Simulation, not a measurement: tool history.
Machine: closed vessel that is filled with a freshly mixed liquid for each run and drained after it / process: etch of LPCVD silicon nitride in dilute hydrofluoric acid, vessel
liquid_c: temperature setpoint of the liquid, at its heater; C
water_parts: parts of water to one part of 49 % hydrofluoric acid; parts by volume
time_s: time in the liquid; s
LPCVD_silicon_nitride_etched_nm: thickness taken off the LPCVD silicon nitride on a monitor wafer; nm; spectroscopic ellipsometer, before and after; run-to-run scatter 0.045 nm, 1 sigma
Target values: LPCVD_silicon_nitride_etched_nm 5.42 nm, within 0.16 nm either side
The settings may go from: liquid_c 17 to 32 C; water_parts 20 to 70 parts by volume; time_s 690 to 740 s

run	hour	liquid_c	water_parts	time_s	LPCVD_silicon_nitride_etched_nm
1	0	24	40	690	8.0309
2	2.1	22.5	40	690	7.2
3	10.2	22.5	50	690	5.7913
4	13.2	24.5	50	690	6.7022
5	21	24.5	50	690	6.6598
6	28.3	24	50	690	6.4555
7	36.4	23.5	50	690	6.1652
8	44.8	23	50	690	6.0765
9	50.7	22.5	50	690	5.8582
10	52.7	22	50	690	5.6215
11	59	22	50	690	5.6753

Exercise: of the 4 proposed moves below, exactly one satisfies all targets within the stated allowed misses. Which move is it?
A	65.3	17	35	735	?
B	65.3	22	50	700	?
C	65.3	23	60	740	?
D	65.3	18.5	40	720	?

move	LPCVD_silicon_nitride_etched_nm
A	5.9825
B	5.7216
C	5.4174
D	5.7309
A: the biggest miss grows against the last run
B: the biggest miss grows against the last run
C: meets every target
D: the biggest miss grows against the last run
Answer: C

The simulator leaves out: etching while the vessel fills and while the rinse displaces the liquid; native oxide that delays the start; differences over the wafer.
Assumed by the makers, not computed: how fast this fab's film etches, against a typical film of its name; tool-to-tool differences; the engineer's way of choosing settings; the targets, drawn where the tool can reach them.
